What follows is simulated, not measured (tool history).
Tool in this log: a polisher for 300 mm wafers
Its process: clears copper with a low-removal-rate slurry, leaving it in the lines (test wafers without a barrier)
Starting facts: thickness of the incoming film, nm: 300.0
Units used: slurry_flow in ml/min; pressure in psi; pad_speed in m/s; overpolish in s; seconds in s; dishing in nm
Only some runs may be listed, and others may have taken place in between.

| run | hour | slurry_flow | pressure | pad_speed | slurry_solids | overpolish | seconds | dishing |
|---|---|---|---|---|---|---|---|---|
| 1 | 0 | 225 | 2.3 | 1.2 | 1 | 12 | 145.99 | 16.692 |
| 2 | 5.7 | 225 | 2 | 1.2 | 1 | 12 | 164.03 | 14.656 |
| 3 | 14 | 225 | 2 | 1.06 | 1 | 12 | 181.18 | 13.483 |
| 4 | 16.5 | 225 | 1.7 | 1.04 | 1 | 14 | 205.17 | 13.496 |
| 5 | 17.2 | 225 | 1.7 | 1.04 | 1 | 11 | 208.86 | 10.523 |
| 6 | 18.1 | 225 | 2 | 1.04 | 1 | 11 | 187.93 | 12.119 |

Run 7 has not been measured yet. What should we expect?
| 7 | 20.5 | 225 | 1.8 | 1 | 1 | 13 | ? | ? |

seconds: 203.37 s
dishing: 12.538 nm
